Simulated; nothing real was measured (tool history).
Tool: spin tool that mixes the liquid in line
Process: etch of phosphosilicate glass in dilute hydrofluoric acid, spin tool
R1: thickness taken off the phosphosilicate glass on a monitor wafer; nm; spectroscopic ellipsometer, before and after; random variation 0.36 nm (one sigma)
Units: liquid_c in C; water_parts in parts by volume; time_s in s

Run 1, hour 0: liquid_c 26 C, water_parts 150 parts by volume, time_s 25 s. Result: R1 26.961 nm.
Run 2, hour 2.6: liquid_c 24 C, water_parts 150 parts by volume, time_s 25 s. Result: R1 24.786 nm.
Run 3, hour 10.9: liquid_c 24 C, water_parts 200 parts by volume, time_s 25 s. Result: R1 17.512 nm.
Run 4, hour 19.9: liquid_c 26.5 C, water_parts 175 parts by volume, time_s 25 s. Result: R1 22.587 nm.
Run 5, hour 22: liquid_c 28.5 C, water_parts 155 parts by volume, time_s 25 s. Result: R1 28.06 nm.
Run 6, hour 24.3: liquid_c 28.5 C, water_parts 185 parts by volume, time_s 25 s. Result: R1 22.867 nm.
Run 7, hour 31.7: liquid_c 30 C, water_parts 165 parts by volume, time_s 25 s. Result: R1 27.515 nm.

Run 8 comes next. What will it give?
Run 8, hour 40.5: liquid_c 31 C, water_parts 150 parts by volume, time_s 25 s. Result: R1 ?.

R1: 31.907 nm
